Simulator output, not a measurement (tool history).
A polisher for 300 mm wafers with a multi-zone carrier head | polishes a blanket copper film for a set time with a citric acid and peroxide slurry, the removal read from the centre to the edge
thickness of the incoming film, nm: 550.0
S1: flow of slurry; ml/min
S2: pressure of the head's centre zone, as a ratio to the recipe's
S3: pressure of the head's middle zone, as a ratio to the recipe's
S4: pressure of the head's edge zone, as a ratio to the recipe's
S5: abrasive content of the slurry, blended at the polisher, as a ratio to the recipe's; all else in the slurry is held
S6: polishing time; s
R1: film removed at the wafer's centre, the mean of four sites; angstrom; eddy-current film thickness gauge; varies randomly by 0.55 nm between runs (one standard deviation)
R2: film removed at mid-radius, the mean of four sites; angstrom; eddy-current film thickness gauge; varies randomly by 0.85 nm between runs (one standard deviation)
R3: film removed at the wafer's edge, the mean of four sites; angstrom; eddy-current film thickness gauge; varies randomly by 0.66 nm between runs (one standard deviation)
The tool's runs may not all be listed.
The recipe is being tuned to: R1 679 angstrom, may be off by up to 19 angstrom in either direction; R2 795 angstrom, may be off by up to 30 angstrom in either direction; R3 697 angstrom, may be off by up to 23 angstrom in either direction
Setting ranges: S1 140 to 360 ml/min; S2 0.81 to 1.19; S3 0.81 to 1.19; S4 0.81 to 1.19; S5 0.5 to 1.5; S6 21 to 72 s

run	hour	S1	S2	S3	S4	S5	S6	R1	R2	R3
1	0	230	1	1	1	1	46	875.41	896.7	896.78
2	4.7	230	0.99	1.01	0.98	0.95	46	839.47	880.74	863.94
3	6.7	230	0.99	1.01	1.01	0.95	46	847.63	882	863.99
4	12.3	230	0.99	1.01	1.01	0.95	57	1059	1108.1	1094
5	14.8	230	0.98	1.02	0.99	0.9	55	980.56	1058	1044.5
6	17.6	235	0.99	1.04	0.98	0.85	53	966.03	1030.1	975.65
7	19.1	240	0.98	1.05	0.97	0.8	52	917.14	996.57	946.22
8	28	240	0.98	1.06	0.96	0.75	51	879.19	964.9	896.49
9	33.6	240	0.98	1.06	0.95	0.7	50	852.87	937.68	855.49
10	40.5	235	0.97	1.06	0.94	0.65	50	833.39	911.25	852.23
11	46.8	235	0.97	1.07	0.93	0.65	49	810	892.36	825.24
12	48.5	235	0.97	1.08	0.92	0.65	49	803.77	898.32	802.13
13	57	230	0.96	1.08	0.91	0.65	49	792.95	908.21	824.11
14	64.8	230	0.96	1.08	0.91	0.65	48	776.48	891.7	789.74
15	68.2	225	0.96	1.08	0.9	0.65	48	774.61	889.76	790.22
16	75.4	225	0.96	1.08	0.89	0.65	48	788.36	874.2	778.63
17	78	225	0.96	1.08	0.89	0.65	48	774.8	892.93	791.57
18	85.2	195	0.92	1.05	0.81	0.5	45	645.5	743.69	655.15

Exactly one of the 5 candidate moves below puts every result within its allowed miss. Which one?
A	92.4	215	1.06	1.13	0.81	0.5	41	?	?	?
B	92.4	195	0.92	1.12	0.81	0.5	43	?	?	?
C	92.4	230	1	1.05	0.81	0.55	43	?	?	?
D	92.4	230	0.93	1.16	0.81	0.7	39	?	?	?
E	92.4	155	0.97	1.13	0.93	0.5	47	?	?	?

move	R1	R2	R3
A	674.27	744.29	581.42
B	605.54	766.74	604.88
C	690.78	759.44	631.03
D	623.37	802.71	611.29
E	676.24	820.45	688.95
A: misses by more than the last run did
B: misses by more than the last run did
C: misses by more than the last run did
D: misses by more than the last run did
E: all results land within tolerance of their targets
The move that meets every target is E.
